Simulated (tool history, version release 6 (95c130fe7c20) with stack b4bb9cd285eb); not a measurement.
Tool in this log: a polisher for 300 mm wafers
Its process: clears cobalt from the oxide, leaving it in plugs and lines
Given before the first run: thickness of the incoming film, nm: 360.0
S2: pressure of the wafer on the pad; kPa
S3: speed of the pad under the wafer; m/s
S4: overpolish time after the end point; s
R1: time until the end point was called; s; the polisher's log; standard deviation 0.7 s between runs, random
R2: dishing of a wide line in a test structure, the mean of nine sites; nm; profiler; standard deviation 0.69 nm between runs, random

Run 1, hour 0: flow of slurry (ml/min) 285, S2 9.7 kPa, S3 1.22 m/s, S4 30 s. Result: R1 81.781 s, R2 49.547 nm.
Run 2, hour 7.7: flow of slurry (ml/min) 285, S2 11.7 kPa, S3 1.22 m/s, S4 30 s. Result: R1 67.151 s, R2 49.967 nm.
Run 3, hour 11.1: flow of slurry (ml/min) 250, S2 11.7 kPa, S3 1.22 m/s, S4 30 s. Result: R1 68.409 s, R2 50.064 nm.
Run 4, hour 17.3: flow of slurry (ml/min) 255, S2 11.7 kPa, S3 1.22 m/s, S4 29 s. Result: R1 68.903 s, R2 48.559 nm.
Run 5, hour 25.3: flow of slurry (ml/min) 255, S2 11.7 kPa, S3 1.22 m/s, S4 19 s. Result: R1 68.234 s, R2 43.723 nm.
Run 6, hour 30: flow of slurry (ml/min) 310, S2 11.7 kPa, S3 1.22 m/s, S4 19 s. Result: R1 67.747 s, R2 44.758 nm.

Run 7 has not been measured yet. What should we expect?
Run 7, hour 31.1: flow of slurry (ml/min) 310, S2 11.7 kPa, S3 1.22 m/s, S4 21 s. Result: R1 ?, R2 ?.

{"run 7": {"R1": 67.982, "R2": 45.592}}
